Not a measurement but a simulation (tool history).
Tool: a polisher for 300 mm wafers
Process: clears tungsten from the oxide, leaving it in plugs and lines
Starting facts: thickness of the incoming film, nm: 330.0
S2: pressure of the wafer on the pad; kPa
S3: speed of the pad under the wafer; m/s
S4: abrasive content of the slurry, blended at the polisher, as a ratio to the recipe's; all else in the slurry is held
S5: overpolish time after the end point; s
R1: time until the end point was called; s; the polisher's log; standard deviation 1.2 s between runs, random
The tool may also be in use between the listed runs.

{"run": 1, "day": 0.0, "flow of slurry (ml/min)": 220, "S2": 18.6, "S3": 1.28, "S4": 1.0, "S5": 18, "R1": 102.83}
{"run": 2, "day": 0.054, "flow of slurry (ml/min)": 220, "S2": 21.4, "S3": 1.32, "S4": 1.0, "S5": 18, "R1": 87.467}
{"run": 3, "day": 0.383, "flow of slurry (ml/min)": 180, "S2": 21.4, "S3": 1.32, "S4": 1.0, "S5": 18, "R1": 89.738}
{"run": 4, "day": 0.667, "flow of slurry (ml/min)": 180, "S2": 21.4, "S3": 1.32, "S4": 1.0, "S5": 19, "R1": 90.604}
{"run": 5, "day": 1.025, "flow of slurry (ml/min)": 180, "S2": 17.2, "S3": 1.32, "S4": 1.0, "S5": 19, "R1": 105.2}
{"run": 6, "day": 1.321, "flow of slurry (ml/min)": 180, "S2": 17.2, "S3": 1.32, "S4": 0.9, "S5": 19, "R1": 109.71}

Run 7 has not been measured yet. What should we expect?
{"run": 7, "day": 1.462, "flow of slurry (ml/min)": 180, "S2": 20.0, "S3": 1.4, "S4": 0.9, "S5": 19, "R1": "?"}

{"run 7": {"R1": 91.494}}
